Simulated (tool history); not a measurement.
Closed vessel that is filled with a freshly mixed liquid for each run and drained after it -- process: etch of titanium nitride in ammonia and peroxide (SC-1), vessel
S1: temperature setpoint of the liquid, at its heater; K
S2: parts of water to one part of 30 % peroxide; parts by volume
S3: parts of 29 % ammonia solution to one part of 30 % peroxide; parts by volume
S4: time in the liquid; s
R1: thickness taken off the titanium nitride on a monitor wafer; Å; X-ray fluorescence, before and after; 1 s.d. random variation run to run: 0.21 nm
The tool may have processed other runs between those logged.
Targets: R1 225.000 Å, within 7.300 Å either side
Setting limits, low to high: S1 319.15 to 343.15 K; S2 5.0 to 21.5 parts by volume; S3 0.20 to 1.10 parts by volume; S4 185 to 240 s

| run | day | S1 | S2 | S3 | S4 | R1 |
|---|---|---|---|---|---|---|
| 1 | 0.000 | 335.15 | 12.0 | 0.60 | 240 | 164.050 |
| 2 | 0.250 | 335.15 | 14.5 | 0.60 | 240 | 151.440 |
| 3 | 0.512 | 335.15 | 14.5 | 0.60 | 240 | 151.180 |
| 4 | 0.879 | 329.15 | 14.5 | 0.60 | 240 | 101.700 |
| 5 | 0.917 | 329.15 | 14.5 | 0.60 | 185 | 78.164 |
| 6 | 0.996 | 329.15 | 14.5 | 0.50 | 185 | 74.695 |
| 7 | 1.025 | 333.15 | 14.0 | 0.50 | 185 | 100.640 |
| 8 | 1.092 | 336.15 | 13.5 | 0.50 | 185 | 123.770 |
| 9 | 1.262 | 343.15 | 9.5 | 0.55 | 185 | 239.810 |

4 candidate next runs follow, results not yet known. Just one meets every target within its allowed miss. Identify it.
| A | 1.433 | 342.65 | 10.0 | 0.40 | 225 | ? |
| B | 1.433 | 343.15 | 13.0 | 0.80 | 195 | ? |
| C | 1.433 | 342.65 | 9.5 | 0.50 | 210 | ? |
| D | 1.433 | 341.15 | 6.0 | 0.20 | 205 | ? |

| move | R1 |
|---|---|
| A | 256.290 |
| B | 225.010 |
| C | 255.540 |
| D | 243.940 |
A: misses by more than the last run did
B: each result inside its tolerance
C: misses by more than the last run did
D: misses by more than the last run did
So the answer is move B, the one that meets all the targets.

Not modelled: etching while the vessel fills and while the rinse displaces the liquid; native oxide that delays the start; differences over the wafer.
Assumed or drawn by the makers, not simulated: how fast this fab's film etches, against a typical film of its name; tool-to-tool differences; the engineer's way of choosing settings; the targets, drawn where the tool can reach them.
